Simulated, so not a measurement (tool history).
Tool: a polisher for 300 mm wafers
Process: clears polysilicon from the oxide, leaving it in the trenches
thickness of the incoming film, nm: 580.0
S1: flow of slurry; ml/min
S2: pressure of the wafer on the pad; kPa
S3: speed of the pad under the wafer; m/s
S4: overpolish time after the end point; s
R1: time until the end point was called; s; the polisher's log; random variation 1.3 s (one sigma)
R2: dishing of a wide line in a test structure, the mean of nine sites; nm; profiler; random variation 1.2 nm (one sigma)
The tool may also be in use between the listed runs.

Run 1, hour 0: S1 170 ml/min, S2 13.8 kPa, S3 1.06 m/s, S4 19 s. Result: R1 64.475 s, R2 70.369 nm.
Run 2, hour 4.7: S1 170 ml/min, S2 11.7 kPa, S3 1.06 m/s, S4 19 s. Result: R1 73.963 s, R2 65.28 nm.
Run 3, hour 7.1: S1 170 ml/min, S2 10.3 kPa, S3 1.06 m/s, S4 19 s. Result: R1 84.368 s, R2 65.129 nm.
Run 4, hour 13.1: S1 170 ml/min, S2 13.8 kPa, S3 1.06 m/s, S4 19 s. Result: R1 63.563 s, R2 72.338 nm.
Run 5, hour 21.6: S1 170 ml/min, S2 13.8 kPa, S3 1.06 m/s, S4 24 s. Result: R1 64.53 s, R2 72.042 nm.
Run 6, hour 29.2: S1 170 ml/min, S2 11.7 kPa, S3 1.06 m/s, S4 21 s. Result: R1 75.653 s, R2 68.737 nm.

Forecast run 7:
Run 7, hour 32.3: S1 170 ml/min, S2 10.3 kPa, S3 1.06 m/s, S4 19 s. Result: R1 ?, R2 ?.

R1: 83.452 s
R2: 62.163 nm
